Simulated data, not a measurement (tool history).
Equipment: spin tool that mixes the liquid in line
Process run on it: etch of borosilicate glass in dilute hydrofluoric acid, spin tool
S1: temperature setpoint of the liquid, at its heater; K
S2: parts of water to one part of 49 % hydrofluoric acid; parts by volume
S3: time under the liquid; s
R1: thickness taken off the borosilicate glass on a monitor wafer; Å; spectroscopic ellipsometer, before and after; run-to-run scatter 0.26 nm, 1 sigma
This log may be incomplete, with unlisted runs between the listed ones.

run,hour,S1,S2,S3,R1
1,0.0,297.15,130,255,604.12
2,7.3,295.15,145,255,501.72
3,15.9,293.65,160,255,423.14
4,19.1,292.65,170,255,380.05
5,24.1,292.15,175,255,364.78
6,26.6,292.15,175,275,383.26
7,35.4,291.65,180,275,371.82
8,36.8,291.15,185,275,344.61
9,45.9,290.65,190,275,329.42

What will run 10 give?
10,51.7,290.65,195,275,?

{"run 10": {"R1": 317.78}}

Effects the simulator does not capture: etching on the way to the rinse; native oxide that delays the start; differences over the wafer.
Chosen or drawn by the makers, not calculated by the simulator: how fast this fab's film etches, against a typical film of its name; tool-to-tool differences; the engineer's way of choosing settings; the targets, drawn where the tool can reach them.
